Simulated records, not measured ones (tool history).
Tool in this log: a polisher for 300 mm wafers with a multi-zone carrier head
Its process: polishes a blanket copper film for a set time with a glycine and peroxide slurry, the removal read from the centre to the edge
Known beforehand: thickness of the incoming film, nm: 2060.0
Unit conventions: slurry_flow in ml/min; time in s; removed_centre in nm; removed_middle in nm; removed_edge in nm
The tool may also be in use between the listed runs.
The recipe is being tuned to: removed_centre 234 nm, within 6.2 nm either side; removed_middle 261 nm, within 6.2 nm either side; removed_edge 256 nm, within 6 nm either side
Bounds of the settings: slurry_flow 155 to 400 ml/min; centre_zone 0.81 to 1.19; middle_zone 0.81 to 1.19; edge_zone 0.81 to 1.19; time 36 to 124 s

Run 1, hour 0: slurry_flow 255 ml/min, centre_zone 1, middle_zone 1, edge_zone 1, time 79 s. Result: removed_centre 358.46 nm, removed_middle 364.5 nm, removed_edge 365.62 nm.
Run 2, hour 3.6: slurry_flow 255 ml/min, centre_zone 1, middle_zone 1, edge_zone 0.94, time 79 s. Result: removed_centre 355.34 nm, removed_middle 363.37 nm, removed_edge 349.91 nm.
Run 3, hour 11.2: slurry_flow 240 ml/min, centre_zone 0.95, middle_zone 0.97, edge_zone 0.9, time 73 s. Result: removed_centre 316.53 nm, removed_middle 330.1 nm, removed_edge 319.59 nm.
Run 4, hour 13.2: slurry_flow 230 ml/min, centre_zone 0.91, middle_zone 0.95, edge_zone 0.88, time 68 s. Result: removed_centre 277.45 nm, removed_middle 300.43 nm, removed_edge 295.15 nm.
Run 5, hour 22.1: slurry_flow 230 ml/min, centre_zone 0.87, middle_zone 0.95, edge_zone 0.88, time 68 s. Result: removed_centre 267.48 nm, removed_middle 299.35 nm, removed_edge 295.26 nm.
Run 6, hour 29.7: slurry_flow 230 ml/min, centre_zone 0.87, middle_zone 0.87, edge_zone 0.88, time 68 s. Result: removed_centre 263.32 nm, removed_middle 274.16 nm, removed_edge 293.07 nm.
Run 7, hour 36.8: slurry_flow 225 ml/min, centre_zone 0.86, middle_zone 0.89, edge_zone 0.86, time 65 s. Result: removed_centre 250.25 nm, removed_middle 270.5 nm, removed_edge 277.27 nm.
Run 8, hour 37.9: slurry_flow 215 ml/min, centre_zone 0.86, middle_zone 0.89, edge_zone 0.84, time 64 s. Result: removed_centre 247.35 nm, removed_middle 264.39 nm, removed_edge 271.98 nm.
Run 9, hour 45: slurry_flow 210 ml/min, centre_zone 0.86, middle_zone 0.9, edge_zone 0.83, time 63 s. Result: removed_centre 238 nm, removed_middle 263.97 nm, removed_edge 265.42 nm.

Exercise: of the 4 proposed moves below, exactly one satisfies all targets within the stated allowed misses. Which move is it?
Run A, hour 52.1: slurry_flow 170 ml/min, centre_zone 0.86, middle_zone 0.88, edge_zone 0.95, time 64 s. Result: removed_centre ?, removed_middle ?, removed_edge ?.
Run B, hour 52.1: slurry_flow 210 ml/min, centre_zone 0.87, middle_zone 0.9, edge_zone 0.86, time 60 s. Result: removed_centre ?, removed_middle ?, removed_edge ?.
Run C, hour 52.1: slurry_flow 215 ml/min, centre_zone 0.91, middle_zone 0.94, edge_zone 0.82, time 61 s. Result: removed_centre ?, removed_middle ?, removed_edge ?.
Run D, hour 52.1: slurry_flow 200 ml/min, centre_zone 0.87, middle_zone 0.93, edge_zone 0.84, time 61 s. Result: removed_centre ?, removed_middle ?, removed_edge ?.

move  removed_centre  removed_middle  removed_edge
   A          239.26          254.26        282.26
   B          232.61          248.23        256.84
   C          248.16          262.24        255.96
   D          235.25           258.1        257.35
A: further off than the last run
B: puts the biggest miss on target and leaves a different result outside tolerance
C: puts the biggest miss on target and leaves a different result outside tolerance
D: every result within its allowed miss
Answer: D

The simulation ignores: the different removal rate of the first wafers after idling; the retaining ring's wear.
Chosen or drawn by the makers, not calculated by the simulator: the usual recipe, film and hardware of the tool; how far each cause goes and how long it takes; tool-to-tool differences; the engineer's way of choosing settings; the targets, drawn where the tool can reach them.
